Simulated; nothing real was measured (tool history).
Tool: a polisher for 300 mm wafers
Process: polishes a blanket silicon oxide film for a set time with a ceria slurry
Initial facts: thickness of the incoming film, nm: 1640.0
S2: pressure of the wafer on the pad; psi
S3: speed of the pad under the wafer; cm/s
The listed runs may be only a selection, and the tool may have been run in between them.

Run 1, hour 0: flow of slurry (ml/min) 240, S2 4.2 psi, S3 134 cm/s, polishing time (s) 55. Result: film removed (angstrom) 3910.8.
Run 2, hour 0.6: flow of slurry (ml/min) 240, S2 4.2 psi, S3 118 cm/s, polishing time (s) 55. Result: film removed (angstrom) 3498.6.
Run 3, hour 3.4: flow of slurry (ml/min) 240, S2 3.8 psi, S3 118 cm/s, polishing time (s) 55. Result: film removed (angstrom) 3163.6.
Run 4, hour 8.6: flow of slurry (ml/min) 240, S2 3.5 psi, S3 118 cm/s, polishing time (s) 55. Result: film removed (angstrom) 2936.
Run 5, hour 12.6: flow of slurry (ml/min) 240, S2 3.5 psi, S3 118 cm/s, polishing time (s) 50. Result: film removed (angstrom) 2656.7.
Run 6, hour 21.4: flow of slurry (ml/min) 240, S2 3.4 psi, S3 118 cm/s, polishing time (s) 50. Result: film removed (angstrom) 2623.3.

For run 7, what comes out?
Run 7, hour 24.4: flow of slurry (ml/min) 240, S2 3.3 psi, S3 118 cm/s, polishing time (s) 50. Result: film removed (angstrom) ?.

Run 7 gave film removed (angstrom) 2476.8.

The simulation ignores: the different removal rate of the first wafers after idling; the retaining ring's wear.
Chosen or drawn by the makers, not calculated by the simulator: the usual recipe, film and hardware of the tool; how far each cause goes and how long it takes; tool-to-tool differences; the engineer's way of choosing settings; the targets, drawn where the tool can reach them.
